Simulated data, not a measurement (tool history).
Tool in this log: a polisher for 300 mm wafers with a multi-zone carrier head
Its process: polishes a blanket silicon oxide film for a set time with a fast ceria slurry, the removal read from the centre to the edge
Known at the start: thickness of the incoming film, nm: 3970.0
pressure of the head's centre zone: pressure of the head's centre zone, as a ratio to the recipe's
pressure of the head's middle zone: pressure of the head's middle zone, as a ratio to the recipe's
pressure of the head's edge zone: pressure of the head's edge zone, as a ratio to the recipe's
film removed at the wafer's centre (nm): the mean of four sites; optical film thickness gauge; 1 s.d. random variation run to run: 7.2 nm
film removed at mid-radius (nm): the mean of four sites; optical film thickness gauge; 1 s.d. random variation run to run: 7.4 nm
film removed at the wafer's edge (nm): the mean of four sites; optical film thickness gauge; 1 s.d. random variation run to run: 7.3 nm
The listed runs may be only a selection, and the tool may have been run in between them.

run	hour	flow of slurry (ml/min)	pressure of the head's centre zone	pressure of the head's middle zone	pressure of the head's edge zone	polishing time (s)	film removed at the wafer's centre (nm)	film removed at mid-radius (nm)	film removed at the wafer's edge (nm)
1	0.0	280	1.00	1.00	1.00	54	905.89	892.61	924.39
2	1.5	280	0.99	0.99	0.97	49	815.56	827.58	844.97
3	3.8	280	0.95	0.99	0.97	49	803.34	818.05	838.93
4	11.1	280	0.96	0.97	0.95	45	712.50	729.01	756.47
5	12.1	280	0.98	0.96	0.92	43	705.27	701.97	699.01
6	15.1	280	0.98	0.92	0.92	43	714.75	662.73	714.85
7	19.7	275	0.96	0.92	0.89	42	682.10	662.05	693.00
8	24.2	275	0.96	0.92	0.88	41	669.36	641.79	674.53

Estimate the outcome of run 9 from the log above:
9	25.4	275	0.96	0.92	0.87	40	?	?	?

{"run 9": {"film removed at the wafer's centre (nm)": 651.09, "film removed at mid-radius (nm)": 621.53, "film removed at the wafer's edge (nm)": 648.67}}

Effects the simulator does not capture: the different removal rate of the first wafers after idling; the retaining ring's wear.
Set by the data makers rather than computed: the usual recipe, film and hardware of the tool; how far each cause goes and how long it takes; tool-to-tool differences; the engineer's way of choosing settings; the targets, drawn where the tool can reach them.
